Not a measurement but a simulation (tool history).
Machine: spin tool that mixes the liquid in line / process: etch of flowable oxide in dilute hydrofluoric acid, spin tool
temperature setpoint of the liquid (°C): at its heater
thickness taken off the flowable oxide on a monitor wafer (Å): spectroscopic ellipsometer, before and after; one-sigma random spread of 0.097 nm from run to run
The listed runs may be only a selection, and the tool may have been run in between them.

run,hour,temperature setpoint of the liquid (°C),parts of water to one part of 49 % hydrofluoric acid (parts by volume),time under the liquid (s),thickness taken off the flowable oxide on a monitor wafer (Å)
1,0,20,120,65,193.93
2,7.2,20,120,45,135.99
3,11.6,20,120,65,191.47
4,20.5,19.5,130,65,169.47
5,24.7,19,140,65,154.91
6,32.2,18.5,150,65,139.4
7,39.9,18.5,155,65,135.88

What does the tool deliver on the next run?
8,48.5,18.5,160,65,?

thickness taken off the flowable oxide on a monitor wafer (Å): 129.17

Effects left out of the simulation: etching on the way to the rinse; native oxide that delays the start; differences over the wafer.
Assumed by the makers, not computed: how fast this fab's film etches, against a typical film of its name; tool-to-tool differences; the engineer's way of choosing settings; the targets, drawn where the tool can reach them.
